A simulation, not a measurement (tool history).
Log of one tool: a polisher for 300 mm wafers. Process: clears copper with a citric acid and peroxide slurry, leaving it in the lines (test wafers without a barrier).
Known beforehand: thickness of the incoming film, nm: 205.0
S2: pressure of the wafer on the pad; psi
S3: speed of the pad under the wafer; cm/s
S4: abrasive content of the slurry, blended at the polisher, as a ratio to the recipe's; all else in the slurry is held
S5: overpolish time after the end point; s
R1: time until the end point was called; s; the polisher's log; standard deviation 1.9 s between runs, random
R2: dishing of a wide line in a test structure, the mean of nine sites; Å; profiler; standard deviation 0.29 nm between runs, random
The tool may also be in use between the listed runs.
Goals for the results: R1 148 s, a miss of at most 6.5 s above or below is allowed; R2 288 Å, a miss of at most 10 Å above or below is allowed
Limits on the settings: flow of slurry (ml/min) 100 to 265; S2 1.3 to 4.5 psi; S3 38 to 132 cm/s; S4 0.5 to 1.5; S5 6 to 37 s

Run 1, hour 0: flow of slurry (ml/min) 170, S2 2.9 psi, S3 84 cm/s, S4 1, S5 19 s. Result: R1 116.51 s, R2 232.82 Å.
Run 2, hour 7.7: flow of slurry (ml/min) 160, S2 2.7 psi, S3 84 cm/s, S4 1, S5 22 s. Result: R1 129.26 s, R2 241.44 Å.
Run 3, hour 13.9: flow of slurry (ml/min) 160, S2 3.1 psi, S3 84 cm/s, S4 1, S5 22 s. Result: R1 110.71 s, R2 275.58 Å.
Run 4, hour 19.4: flow of slurry (ml/min) 160, S2 3.1 psi, S3 84 cm/s, S4 1, S5 26 s. Result: R1 113.86 s, R2 318.71 Å.
Run 5, hour 21.3: flow of slurry (ml/min) 160, S2 3.1 psi, S3 84 cm/s, S4 1, S5 22 s. Result: R1 113.2 s, R2 272.93 Å.
Run 6, hour 26.5: flow of slurry (ml/min) 160, S2 3.1 psi, S3 84 cm/s, S4 1.1, S5 22 s. Result: R1 111.6 s, R2 277.25 Å.
Run 7, hour 31.3: flow of slurry (ml/min) 150, S2 2.9 psi, S3 84 cm/s, S4 1.1, S5 24 s. Result: R1 115.86 s, R2 287.06 Å.
Run 8, hour 34.2: flow of slurry (ml/min) 150, S2 2.7 psi, S3 84 cm/s, S4 1.1, S5 26 s. Result: R1 124.13 s, R2 285.08 Å.
Run 9, hour 34.8: flow of slurry (ml/min) 145, S2 2.6 psi, S3 84 cm/s, S4 1.05, S5 28 s. Result: R1 132.09 s, R2 292.2 Å.
Run 10, hour 42.2: flow of slurry (ml/min) 140, S2 2.5 psi, S3 84 cm/s, S4 1.05, S5 29 s. Result: R1 135.93 s, R2 293.39 Å.
Run 11, hour 46: flow of slurry (ml/min) 125, S2 2.2 psi, S3 84 cm/s, S4 1.05, S5 31 s. Result: R1 156.04 s, R2 269.84 Å.

5 next moves are on the table. One of them brings every result within its allowed miss. Which?
Run A, hour 49.8: flow of slurry (ml/min) 145, S2 2.5 psi, S3 66 cm/s, S4 1.1, S5 32 s. Result: R1 ?, R2 ?.
Run B, hour 49.8: flow of slurry (ml/min) 160, S2 1.8 psi, S3 104 cm/s, S4 1, S5 32 s. Result: R1 ?, R2 ?.
Run C, hour 49.8: flow of slurry (ml/min) 145, S2 2 psi, S3 100 cm/s, S4 0.9, S5 27 s. Result: R1 ?, R2 ?.
Run D, hour 49.8: flow of slurry (ml/min) 145, S2 1.9 psi, S3 84 cm/s, S4 1.05, S5 37 s. Result: R1 ?, R2 ?.
Run E, hour 49.8: flow of slurry (ml/min) 155, S2 2.1 psi, S3 88 cm/s, S4 1, S5 29 s. Result: R1 ?, R2 ?.

move      R1      R2
   A  164.97  261.39
   B  146.33  283.93
   C  142.36     253
   D   170.6  283.21
   E  149.47  258.85
A: moves away from the targets compared with the last run
B: every result within its allowed miss
C: moves away from the targets compared with the last run
D: corrects the largest miss of the last run, while another result sits out of spec
E: moves away from the targets compared with the last run
Move B is the one to make.

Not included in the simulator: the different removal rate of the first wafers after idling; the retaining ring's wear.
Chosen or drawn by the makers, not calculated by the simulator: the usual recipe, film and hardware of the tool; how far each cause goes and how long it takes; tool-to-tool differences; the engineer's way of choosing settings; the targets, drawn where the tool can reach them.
